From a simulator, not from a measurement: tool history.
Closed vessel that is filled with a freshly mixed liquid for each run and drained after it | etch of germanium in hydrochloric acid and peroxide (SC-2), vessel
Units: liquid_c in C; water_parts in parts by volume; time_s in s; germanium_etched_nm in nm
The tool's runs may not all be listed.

run,hour,liquid_c,water_parts,time_s,germanium_etched_nm
1,0.0,54.0,6,100,245.17
2,1.8,54.0,6,105,256.96
3,3.4,57.5,6,105,290.00
4,8.0,60.0,6,105,310.16
5,11.7,60.0,6,100,298.66
6,16.9,55.0,6,100,252.18
7,20.7,59.0,6,100,286.29

Forecast run 8:
8,26.0,59.0,6,100,?

{"run 8": {"germanium_etched_nm": 287.45}}
